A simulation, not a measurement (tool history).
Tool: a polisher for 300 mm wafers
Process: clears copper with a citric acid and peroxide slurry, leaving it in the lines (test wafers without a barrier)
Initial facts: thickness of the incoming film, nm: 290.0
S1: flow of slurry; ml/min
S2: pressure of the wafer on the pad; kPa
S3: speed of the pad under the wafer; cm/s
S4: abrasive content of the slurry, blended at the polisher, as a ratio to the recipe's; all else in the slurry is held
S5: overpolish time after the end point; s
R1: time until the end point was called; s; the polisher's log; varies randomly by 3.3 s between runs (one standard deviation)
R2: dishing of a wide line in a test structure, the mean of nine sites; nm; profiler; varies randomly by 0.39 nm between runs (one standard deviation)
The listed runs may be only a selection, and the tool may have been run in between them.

{"run": 1, "hour": 0.0, "S1": 265, "S2": 15.2, "S3": 136, "S4": 1.0, "S5": 27, "R1": 160.96, "R2": 31.347}
{"run": 2, "hour": 4.4, "S1": 265, "S2": 15.2, "S3": 136, "S4": 0.85, "S5": 27, "R1": 168.31, "R2": 29.092}
{"run": 3, "hour": 10.0, "S1": 265, "S2": 15.2, "S3": 136, "S4": 0.75, "S5": 27, "R1": 173.79, "R2": 29.166}
{"run": 4, "hour": 15.9, "S1": 265, "S2": 15.2, "S3": 136, "S4": 0.9, "S5": 27, "R1": 167.48, "R2": 31.155}
{"run": 5, "hour": 17.9, "S1": 265, "S2": 15.2, "S3": 136, "S4": 0.9, "S5": 36, "R1": 165.43, "R2": 38.309}
{"run": 6, "hour": 24.0, "S1": 265, "S2": 15.2, "S3": 136, "S4": 0.9, "S5": 32, "R1": 165.41, "R2": 34.88}
{"run": 7, "hour": 26.8, "S1": 265, "S2": 15.2, "S3": 136, "S4": 0.9, "S5": 32, "R1": 170.34, "R2": 34.682}
{"run": 8, "hour": 28.2, "S1": 265, "S2": 15.2, "S3": 136, "S4": 0.9, "S5": 29, "R1": 169.31, "R2": 32.217}

Predict the results of run 9:
{"run": 9, "hour": 31.7, "S1": 265, "S2": 13.8, "S3": 136, "S4": 0.9, "S5": 19, "R1": "?", "R2": "?"}

R1: 179.46 s
R2: 21.373 nm
